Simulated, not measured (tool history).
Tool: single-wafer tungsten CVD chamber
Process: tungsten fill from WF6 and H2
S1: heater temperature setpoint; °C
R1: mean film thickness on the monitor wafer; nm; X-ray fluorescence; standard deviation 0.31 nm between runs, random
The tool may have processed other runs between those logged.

run 1 hour=0.0 | S1=385 chamber_pressure_(mTorr)=30700 deposition_time_(s)=36.7 | R1=79.768
run 2 hour=1.7 | S1=385 chamber_pressure_(mTorr)=30700 deposition_time_(s)=37.9 | R1=82.182
run 3 hour=7.9 | S1=385 chamber_pressure_(mTorr)=33600 deposition_time_(s)=37.9 | R1=87.498
run 4 hour=12.3 | S1=382 chamber_pressure_(mTorr)=33300 deposition_time_(s)=37.9 | R1=82.955
run 5 hour=14.1 | S1=392 chamber_pressure_(mTorr)=33300 deposition_time_(s)=37.9 | R1=98.245
run 6 hour=17.2 | S1=388 chamber_pressure_(mTorr)=32600 deposition_time_(s)=37.8 | R1=90.855

Run 7 is up next; what results do you expect?
run 7 hour=20.4 | S1=385 chamber_pressure_(mTorr)=32200 deposition_time_(s)=37.8 | R1=?

R1: 84.513 nm
